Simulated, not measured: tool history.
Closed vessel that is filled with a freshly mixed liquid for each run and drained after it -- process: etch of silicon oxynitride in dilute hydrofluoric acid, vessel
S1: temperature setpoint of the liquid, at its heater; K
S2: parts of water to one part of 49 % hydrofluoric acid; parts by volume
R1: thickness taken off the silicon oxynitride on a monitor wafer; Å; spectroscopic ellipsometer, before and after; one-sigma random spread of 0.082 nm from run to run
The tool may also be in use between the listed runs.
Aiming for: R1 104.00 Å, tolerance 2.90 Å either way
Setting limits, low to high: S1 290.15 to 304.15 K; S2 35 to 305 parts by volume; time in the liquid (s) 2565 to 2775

{"run": 1, "day": 0.0, "S1": 296.15, "S2": 170, "time in the liquid (s)": 2565, "R1": 216.85}
{"run": 2, "day": 0.346, "S1": 296.15, "S2": 120, "time in the liquid (s)": 2565, "R1": 311.68}
{"run": 3, "day": 0.696, "S1": 294.15, "S2": 155, "time in the liquid (s)": 2565, "R1": 213.57}
{"run": 4, "day": 0.958, "S1": 297.15, "S2": 155, "time in the liquid (s)": 2565, "R1": 247.72}
{"run": 5, "day": 1.117, "S1": 297.15, "S2": 135, "time in the liquid (s)": 2565, "R1": 289.75}
{"run": 6, "day": 1.167, "S1": 297.15, "S2": 165, "time in the liquid (s)": 2565, "R1": 232.89}
{"run": 7, "day": 1.429, "S1": 293.15, "S2": 235, "time in the liquid (s)": 2565, "R1": 128.27}
{"run": 8, "day": 1.454, "S1": 292.15, "S2": 240, "time in the liquid (s)": 2565, "R1": 117.28}
{"run": 9, "day": 1.633, "S1": 291.65, "S2": 240, "time in the liquid (s)": 2565, "R1": 117.71}
{"run": 10, "day": 1.692, "S1": 291.15, "S2": 245, "time in the liquid (s)": 2565, "R1": 110.82}
{"run": 11, "day": 1.983, "S1": 290.65, "S2": 245, "time in the liquid (s)": 2565, "R1": 108.68}

5 candidate next runs follow, results not yet known. Just one meets every target within its allowed miss. Identify it.
{"run": "A", "day": 2.275, "S1": 291.15, "S2": 265, "time in the liquid (s)": 2775, "R1": "?"}
{"run": "B", "day": 2.275, "S1": 290.65, "S2": 245, "time in the liquid (s)": 2640, "R1": "?"}
{"run": "C", "day": 2.275, "S1": 292.15, "S2": 250, "time in the liquid (s)": 2670, "R1": "?"}
{"run": "D", "day": 2.275, "S1": 292.15, "S2": 275, "time in the liquid (s)": 2580, "R1": "?"}
{"run": "E", "day": 2.275, "S1": 293.65, "S2": 290, "time in the liquid (s)": 2775, "R1": "?"}

move=A R1=110.85
move=B R1=112.75
move=C R1=119.43
move=D R1=103.35
move=E R1=111.73
A: its largest miss is bigger than the last run's
B: its largest miss is bigger than the last run's
C: its largest miss is bigger than the last run's
D: every result lands within tolerance
E: its largest miss is bigger than the last run's
D meets every target.
